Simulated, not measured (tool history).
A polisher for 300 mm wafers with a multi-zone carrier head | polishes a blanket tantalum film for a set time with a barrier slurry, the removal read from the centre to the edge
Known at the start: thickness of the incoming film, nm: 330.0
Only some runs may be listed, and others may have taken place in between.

run,hour,flow of slurry (ml/min),pressure of the head's centre zone,pressure of the head's middle zone,pressure of the head's edge zone,abrasive content of the slurry,polishing time (s),film removed at the wafer's centre (Å),film removed at mid-radius (Å),film removed at the wafer's edge (Å)
1,0.0,285,1.00,1.00,1.00,1.00,61,729.48,721.65,722.09
2,8.6,285,1.00,1.04,1.00,1.00,61,723.60,730.13,720.14
3,17.0,350,1.00,1.04,1.00,1.00,61,734.79,729.90,729.87
4,18.0,400,1.00,1.04,1.00,1.00,61,736.57,749.74,730.17
5,19.6,400,1.00,1.05,1.01,1.05,62,762.81,769.58,762.80
6,28.5,400,1.00,1.07,1.01,1.10,63,779.60,792.56,787.34
7,31.7,400,1.00,1.08,1.00,1.15,64,798.21,818.50,789.43

Predict the results of run 8:
8,34.3,400,1.00,1.09,1.01,1.20,65,?,?,?

{"run 8": {"film removed at the wafer's centre (Å)": 811.05, "film removed at mid-radius (Å)": 865.63, "film removed at the wafer's edge (Å)": 829.32}}

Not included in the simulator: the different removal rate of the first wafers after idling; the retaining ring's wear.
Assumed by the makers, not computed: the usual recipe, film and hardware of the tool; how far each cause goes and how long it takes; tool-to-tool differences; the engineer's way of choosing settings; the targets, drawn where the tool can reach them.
